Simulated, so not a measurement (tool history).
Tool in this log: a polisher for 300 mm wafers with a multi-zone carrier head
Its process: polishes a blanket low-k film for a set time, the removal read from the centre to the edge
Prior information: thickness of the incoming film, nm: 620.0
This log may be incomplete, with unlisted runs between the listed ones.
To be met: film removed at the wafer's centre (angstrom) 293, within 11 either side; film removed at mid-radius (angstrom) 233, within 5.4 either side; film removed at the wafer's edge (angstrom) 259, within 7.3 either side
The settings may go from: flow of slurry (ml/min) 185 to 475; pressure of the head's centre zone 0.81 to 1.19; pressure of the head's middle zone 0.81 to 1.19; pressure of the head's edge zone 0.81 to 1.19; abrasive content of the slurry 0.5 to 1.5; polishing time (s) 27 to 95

run    day  flow of slurry (ml/min)  pressure of the head's centre zone  pressure of the head's middle zone  pressure of the head's edge zone  abrasive content of the slurry  polishing time (s)  film removed at the wafer's centre (angstrom)  film removed at mid-radius (angstrom)  film removed at the wafer's edge (angstrom)
  1      0                      305                                   1                                   1                                 1                               1                  61                                         232.38                                 241.49                                       234.55
  2  0.046                      305                                   1                                   1                              0.96                               1                  61                                         227.13                                 241.72                                        231.2
  3    0.3                      310                                1.01                                0.99                              0.98                               1                  61                                         237.57                                 239.31                                       234.18
  4  0.554                      355                                1.01                                0.99                              0.98                               1                  61                                         238.11                                  240.3                                       234.43
  5  0.842                      355                                1.02                                0.98                              0.99                               1                  61                                          238.1                                 238.75                                       234.85
  6  0.942                      355                                1.03                                0.97                                 1                               1                  61                                          246.9                                  239.3                                       239.55
  7  1.233                      355                                1.04                                0.96                              1.01                               1                  61                                         247.17                                 234.26                                       240.45
  8  1.404                      355                                1.04                                0.96                              1.01                               1                  61                                         246.32                                 237.01                                       238.35
  9  1.646                      355                                1.05                                0.95                              1.02                               1                  61                                         248.54                                 229.94                                       241.66
 10  1.842                      360                                1.06                                0.95                              1.03                               1                  61                                         251.85                                 232.69                                       242.28

Which single option among these 5 for the next run brings every result within its allowed miss of target? Just one does.
  A  2.038                      335                                1.14                                0.86                              0.99                               1                  67                                              ?                                      ?                                            ?
  B  2.038                      350                                1.08                                0.92                              1.09                               1                  63                                              ?                                      ?                                            ?
  C  2.038                      360                                0.81                                 0.9                              1.18                            1.05                  62                                              ?                                      ?                                            ?
  D  2.038                      320                                 1.1                                0.87                              0.97                               1                  65                                              ?                                      ?                                            ?
  E  2.038                      355                                1.19                                0.83                              0.91                            1.05                  63                                              ?                                      ?                                            ?

move  film removed at the wafer's centre (angstrom)  film removed at mid-radius (angstrom)  film removed at the wafer's edge (angstrom)
   A                                         294.24                                 234.57                                       259.65
   B                                         263.29                                 234.21                                       256.58
   C                                         198.49                                 231.98                                       269.16
   D                                         274.04                                 228.78                                       248.56
   E                                         296.66                                 219.89                                       240.69
A: each result inside its tolerance
B: nearer than the last run, and not there yet
C: its largest miss is bigger than the last run's
D: nearer than the last run, and not there yet
E: puts the biggest miss on target and leaves a different result outside tolerance
A is the move that brings every result within its allowed miss.
